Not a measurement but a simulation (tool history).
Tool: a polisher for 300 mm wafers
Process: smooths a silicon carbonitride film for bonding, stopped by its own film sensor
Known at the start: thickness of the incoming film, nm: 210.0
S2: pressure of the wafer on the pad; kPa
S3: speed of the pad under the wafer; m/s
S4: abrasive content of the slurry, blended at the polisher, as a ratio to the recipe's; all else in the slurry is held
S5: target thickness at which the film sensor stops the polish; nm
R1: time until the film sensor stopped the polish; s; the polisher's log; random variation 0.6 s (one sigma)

run 1 hour=0.0 | flow_of_slurry_(ml/min)=300 S2=16.5 S3=0.76 S4=1.0 S5=193 | R1=74.888
run 2 hour=7.5 | flow_of_slurry_(ml/min)=300 S2=17.2 S3=0.76 S4=1.0 S5=193 | R1=72.488
run 3 hour=8.7 | flow_of_slurry_(ml/min)=300 S2=13.8 S3=0.76 S4=1.0 S5=193 | R1=87.281
run 4 hour=14.0 | flow_of_slurry_(ml/min)=300 S2=13.8 S3=0.76 S4=1.0 S5=193 | R1=88.228
run 5 hour=19.1 | flow_of_slurry_(ml/min)=370 S2=13.8 S3=0.76 S4=1.0 S5=193 | R1=85.927
run 6 hour=26.1 | flow_of_slurry_(ml/min)=370 S2=11.0 S3=0.76 S4=1.0 S5=193 | R1=105.730

Run 7 comes next. What will it give?
run 7 hour=30.3 | flow_of_slurry_(ml/min)=370 S2=13.1 S3=0.76 S4=1.0 S5=193 | R1=?

Run 7 gave R1 90.797 s.
